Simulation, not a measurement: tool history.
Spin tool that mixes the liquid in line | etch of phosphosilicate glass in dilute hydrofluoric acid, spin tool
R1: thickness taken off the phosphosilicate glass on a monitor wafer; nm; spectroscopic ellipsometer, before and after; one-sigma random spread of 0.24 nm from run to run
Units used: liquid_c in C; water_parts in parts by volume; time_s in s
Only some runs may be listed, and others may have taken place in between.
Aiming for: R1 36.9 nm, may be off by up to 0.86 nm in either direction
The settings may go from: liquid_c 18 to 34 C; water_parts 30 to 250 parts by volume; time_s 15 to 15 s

run 1 day=0 | liquid_c=26 water_parts=140 time_s=15 | R1=18.066
run 2 day=0.079 | liquid_c=26 water_parts=140 time_s=15 | R1=18.256
run 3 day=0.388 | liquid_c=27.5 water_parts=130 time_s=15 | R1=21.067
run 4 day=0.483 | liquid_c=27.5 water_parts=130 time_s=15 | R1=20.99
-- day=0.738 hydrofluoric acid flow meter replaced
run 5 day=0.738 | liquid_c=29 water_parts=120 time_s=15 | R1=27.672
run 6 day=0.967 | liquid_c=26.5 water_parts=120 time_s=15 | R1=25.162
run 7 day=1.004 | liquid_c=28 water_parts=115 time_s=15 | R1=27.756
run 8 day=1.317 | liquid_c=29 water_parts=115 time_s=15 | R1=29.468

4 next moves are on the table. One of them brings every result within its allowed miss. Which?
run A day=1.629 | liquid_c=28 water_parts=90 time_s=15 | R1=?
run B day=1.629 | liquid_c=28.5 water_parts=100 time_s=15 | R1=?
run C day=1.629 | liquid_c=29 water_parts=85 time_s=15 | R1=?
run D day=1.629 | liquid_c=31 water_parts=110 time_s=15 | R1=?

move=A R1=37.075
move=B R1=33.55
move=C R1=41.079
move=D R1=33.027
A: all results in spec
B: nearer the targets than the last run, but a result is still out of spec
C: takes the biggest miss from the last run beyond its target
D: nearer the targets than the last run, but a result is still out of spec
The right move is A.

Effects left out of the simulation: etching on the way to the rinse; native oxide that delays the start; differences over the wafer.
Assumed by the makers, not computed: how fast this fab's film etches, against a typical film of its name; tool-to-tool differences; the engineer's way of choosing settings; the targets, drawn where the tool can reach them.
